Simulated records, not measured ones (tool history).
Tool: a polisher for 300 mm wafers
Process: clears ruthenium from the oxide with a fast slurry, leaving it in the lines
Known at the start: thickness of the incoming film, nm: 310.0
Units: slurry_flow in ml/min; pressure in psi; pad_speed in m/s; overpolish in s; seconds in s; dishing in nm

run	day	slurry_flow	pressure	pad_speed	slurry_solids	overpolish	seconds	dishing
1	0.000	265	1.9	0.82	1.00	23	113.720	40.954
2	0.296	305	1.9	0.82	1.00	23	112.960	40.864
3	0.533	305	1.9	0.82	1.15	23	105.840	42.682
4	0.692	305	1.4	0.82	1.15	23	144.040	33.114
5	0.925	305	1.4	0.82	1.15	13	139.810	19.836
6	1.146	300	1.7	0.82	1.10	16	117.520	27.902
7	1.258	280	2.3	0.80	0.90	23	99.323	46.234

Run 8 comes next. What will it give?
8	1.596	280	2.3	0.80	0.90	23	?	?

{"run 8": {"seconds": 98.26, "dishing": 45.076}}

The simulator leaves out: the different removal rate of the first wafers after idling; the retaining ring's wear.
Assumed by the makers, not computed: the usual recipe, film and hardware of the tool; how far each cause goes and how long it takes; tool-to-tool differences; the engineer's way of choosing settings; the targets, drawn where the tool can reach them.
